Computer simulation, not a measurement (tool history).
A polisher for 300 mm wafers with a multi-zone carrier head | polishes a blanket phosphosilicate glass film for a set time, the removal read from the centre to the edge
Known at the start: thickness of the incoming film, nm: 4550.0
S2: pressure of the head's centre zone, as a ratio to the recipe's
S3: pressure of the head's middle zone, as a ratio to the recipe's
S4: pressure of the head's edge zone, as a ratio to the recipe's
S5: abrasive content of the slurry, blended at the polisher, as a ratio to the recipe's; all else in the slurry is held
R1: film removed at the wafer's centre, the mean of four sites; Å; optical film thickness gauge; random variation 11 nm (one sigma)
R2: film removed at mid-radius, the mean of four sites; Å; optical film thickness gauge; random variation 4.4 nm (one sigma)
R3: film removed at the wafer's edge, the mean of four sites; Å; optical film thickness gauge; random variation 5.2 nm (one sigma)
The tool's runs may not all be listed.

Run 1, hour 0.0: flow of slurry (ml/min) 305, S2 1.00, S3 1.00, S4 1.00, S5 1.00, polishing time (s) 86. Result: R1 13543.0 Å, R2 13280.0 Å, R3 12909.0 Å.
Run 2, hour 8.0: flow of slurry (ml/min) 290, S2 0.98, S3 0.95, S4 0.99, S5 0.85, polishing time (s) 79. Result: R1 10981.0 Å, R2 10388.0 Å, R3 10685.0 Å.
Run 3, hour 16.3: flow of slurry (ml/min) 290, S2 0.98, S3 0.95, S4 0.99, S5 0.85, polishing time (s) 67. Result: R1 9356.7 Å, R2 8946.3 Å, R3 9210.4 Å.
Run 4, hour 21.7: flow of slurry (ml/min) 275, S2 0.96, S3 0.91, S4 0.97, S5 0.80, polishing time (s) 67. Result: R1 8840.6 Å, R2 8123.2 Å, R3 8513.7 Å.
Run 5, hour 24.7: flow of slurry (ml/min) 275, S2 0.96, S3 0.91, S4 0.97, S5 0.80, polishing time (s) 57. Result: R1 7310.8 Å, R2 6937.1 Å, R3 7283.0 Å.
Run 6, hour 32.9: flow of slurry (ml/min) 265, S2 0.96, S3 0.90, S4 0.99, S5 0.80, polishing time (s) 57. Result: R1 7304.3 Å, R2 6856.5 Å, R3 7317.8 Å.
Run 7, hour 35.9: flow of slurry (ml/min) 260, S2 0.97, S3 0.89, S4 1.01, S5 0.80, polishing time (s) 57. Result: R1 7494.7 Å, R2 6850.7 Å, R3 7430.9 Å.

Forecast run 8:
Run 8, hour 42.3: flow of slurry (ml/min) 240, S2 0.95, S3 0.82, S4 1.01, S5 0.80, polishing time (s) 57. Result: R1 ?, R2 ?, R3 ?.

Run 8 gave R1 7277.6 Å, R2 6219.2 Å, R3 7343.3 Å.
